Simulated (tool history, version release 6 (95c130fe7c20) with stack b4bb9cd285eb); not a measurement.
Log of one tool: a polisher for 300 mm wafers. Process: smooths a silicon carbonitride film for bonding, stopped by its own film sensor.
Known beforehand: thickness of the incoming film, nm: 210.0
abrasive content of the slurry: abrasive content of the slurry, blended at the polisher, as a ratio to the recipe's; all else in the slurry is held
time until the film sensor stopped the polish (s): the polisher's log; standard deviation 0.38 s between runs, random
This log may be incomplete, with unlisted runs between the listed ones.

run,hour,flow of slurry (ml/min),pressure of the wafer on the pad (kPa),speed of the pad under the wafer (cm/s),abrasive content of the slurry,target thickness at which the film sensor stops the polish (Å),time until the film sensor stopped the polish (s)
1,0,220,19.3,94,1,1820,76.687
2,8.4,225,22.1,94,1,1820,66.974
3,16.6,225,25.5,94,1,1820,58.117
4,20.5,180,25.5,94,1,1820,60.111
5,23.4,180,22.1,94,1,1820,70.272
6,26.9,180,22.1,106,1,1820,63.339

Expected results for the next run?
7,29.1,195,23.4,106,1,1820,?

{"run 7": {"time until the film sensor stopped the polish (s)": 59.768}}
